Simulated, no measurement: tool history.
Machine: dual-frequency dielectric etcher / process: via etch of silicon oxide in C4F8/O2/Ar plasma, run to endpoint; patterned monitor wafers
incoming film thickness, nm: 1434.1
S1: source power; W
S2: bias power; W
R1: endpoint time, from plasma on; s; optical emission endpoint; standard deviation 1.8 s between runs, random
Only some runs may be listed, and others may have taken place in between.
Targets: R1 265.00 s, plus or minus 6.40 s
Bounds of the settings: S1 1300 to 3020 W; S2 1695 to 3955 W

run  hour    S1    S2      R1
  1   0.0  2160  2825  238.12
  2   5.3  2160  3156  230.42
  3  14.1  2510  3156  218.40
  4  17.8  2170  3156  228.56
  5  23.9  2430  3156  222.41
  6  25.8  2160  2939  232.37
  7  32.1  1940  2748  248.65
  8  34.9  1840  2700  254.32

Next run, 4 choices. One meets every target within its allowed miss, the rest don't. Which?
  A  37.7  2000  2789   ?
  B  37.7  1970  2738   ?
  C  37.7  1690  2409   ?
  D  37.7  1620  2774   ?

move      R1
   A  246.65
   B  249.56
   C  274.95
   D  264.67
A: further off than the last run
B: further off than the last run
C: pushes the last run's worst result past its target
D: meets every target
So the answer is move D, the one that meets all the targets.
